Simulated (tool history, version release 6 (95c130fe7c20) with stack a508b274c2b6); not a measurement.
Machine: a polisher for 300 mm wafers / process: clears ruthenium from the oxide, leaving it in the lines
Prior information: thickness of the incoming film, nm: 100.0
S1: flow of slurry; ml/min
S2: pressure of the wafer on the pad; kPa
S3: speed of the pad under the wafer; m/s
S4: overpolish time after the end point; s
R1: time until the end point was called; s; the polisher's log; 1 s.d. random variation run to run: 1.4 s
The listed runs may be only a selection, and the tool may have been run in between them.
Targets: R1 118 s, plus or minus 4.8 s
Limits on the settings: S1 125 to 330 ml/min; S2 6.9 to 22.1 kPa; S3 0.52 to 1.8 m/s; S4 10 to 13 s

run    day   S1    S2    S3  S4      R1
  1      0  210  14.5  1.16  13  59.825
  2   0.15  210  11.7   1.1  13  74.928
  3  0.475  210  11.7     1  13  82.167
  4   0.75  235  11.7     1  13  80.903
  5  0.954  235  11.7  1.24  13  66.609
  6  1.083  235  10.3  1.14  13  80.359
  7  1.362  235     9  1.08  13  93.255
  8  1.579  230   6.9  0.96  13  129.74
  9  1.725  235   6.9  0.96  13  126.69
 10  1.871  240   6.9  0.96  13  126.55
 11  2.217  245   6.9  0.96  13  125.91
 12  2.462  250   6.9  0.96  13  126.88

Which of these 5 next moves meets every target?
  A  2.708  275  7.6  0.88  13   ?
  B  2.708  315  6.9  0.84  10   ?
  C  2.708  240  8.3  0.78  13   ?
  D  2.708  260  6.9  0.96  13   ?
  E  2.708  235  6.9  1.06  13   ?

move      R1
   A  127.61
   B  141.78
   C  135.57
   D  126.61
   E  116.06
A: the biggest miss grows against the last run
B: the biggest miss grows against the last run
C: the biggest miss grows against the last run
D: as far off as the last run
E: meets every target
Go with E: it meets all targets.
